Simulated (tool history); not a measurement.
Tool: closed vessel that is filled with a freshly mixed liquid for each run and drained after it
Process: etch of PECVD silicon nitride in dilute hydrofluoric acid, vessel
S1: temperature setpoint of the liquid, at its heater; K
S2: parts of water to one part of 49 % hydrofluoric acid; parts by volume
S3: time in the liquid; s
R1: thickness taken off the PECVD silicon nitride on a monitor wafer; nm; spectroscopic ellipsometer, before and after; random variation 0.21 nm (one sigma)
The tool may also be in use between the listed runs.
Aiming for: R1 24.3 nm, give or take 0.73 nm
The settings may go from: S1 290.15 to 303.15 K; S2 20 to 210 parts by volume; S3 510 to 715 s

{"run": 1, "day": 0.0, "S1": 295.15, "S2": 115, "S3": 715, "R1": 10.485}
{"run": 2, "day": 0.067, "S1": 295.15, "S2": 115, "S3": 510, "R1": 7.3012}
{"run": 3, "day": 0.421, "S1": 297.15, "S2": 115, "S3": 510, "R1": 8.4517}
{"run": 4, "day": 0.758, "S1": 298.65, "S2": 85, "S3": 530, "R1": 13.067}
{"run": 5, "day": 0.983, "S1": 298.65, "S2": 85, "S3": 510, "R1": 12.616}
{"run": 6, "day": 1.046, "S1": 300.15, "S2": 70, "S3": 510, "R1": 16.711}
{"run": 7, "day": 1.354, "S1": 301.15, "S2": 65, "S3": 510, "R1": 19.115}
{"run": 8, "day": 1.625, "S1": 301.65, "S2": 60, "S3": 510, "R1": 21.682}

Consider the 4 candidate settings below. Which is the only one whose results all fall within their allowed miss of target?
{"run": "A", "day": 1.896, "S1": 302.15, "S2": 75, "S3": 690, "R1": "?"}
{"run": "B", "day": 1.896, "S1": 303.15, "S2": 55, "S3": 510, "R1": "?"}
{"run": "C", "day": 1.896, "S1": 302.15, "S2": 50, "S3": 510, "R1": "?"}
{"run": "D", "day": 1.896, "S1": 300.65, "S2": 60, "S3": 660, "R1": "?"}

move=A R1=24.149
move=B R1=25.908
move=C R1=26.689
move=D R1=26.158
A: all results in spec
B: the result that was furthest off in the last run now lies on the other side of its target
C: the result that was furthest off in the last run now lies on the other side of its target
D: the result that was furthest off in the last run now lies on the other side of its target
A meets every target.

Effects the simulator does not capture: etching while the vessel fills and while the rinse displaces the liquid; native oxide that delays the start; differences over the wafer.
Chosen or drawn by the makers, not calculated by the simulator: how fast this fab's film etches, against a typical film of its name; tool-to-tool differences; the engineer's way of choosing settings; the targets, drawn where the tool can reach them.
